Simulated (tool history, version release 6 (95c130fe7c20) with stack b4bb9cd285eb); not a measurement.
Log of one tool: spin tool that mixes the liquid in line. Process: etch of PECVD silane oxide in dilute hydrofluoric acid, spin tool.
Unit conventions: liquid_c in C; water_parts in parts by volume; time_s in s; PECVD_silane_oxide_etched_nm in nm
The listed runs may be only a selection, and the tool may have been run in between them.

run,hour,liquid_c,water_parts,time_s,PECVD_silane_oxide_etched_nm
1,0,21,210,75,4.4952
2,7.6,20,220,75,4.0991
3,11.4,19,230,75,3.725
4,14.6,19,230,50,2.482
5,21.4,20,230,50,2.5678
6,27.7,17.5,230,50,2.3308
7,36.5,19,230,50,2.4642
8,42,20.5,230,50,2.5805
9,49.4,22.5,230,50,2.8716

Run 10 comes next. What will it give?
10,53.2,23.5,230,50,?

Logged for run 10: PECVD_silane_oxide_etched_nm 2.9487 nm.

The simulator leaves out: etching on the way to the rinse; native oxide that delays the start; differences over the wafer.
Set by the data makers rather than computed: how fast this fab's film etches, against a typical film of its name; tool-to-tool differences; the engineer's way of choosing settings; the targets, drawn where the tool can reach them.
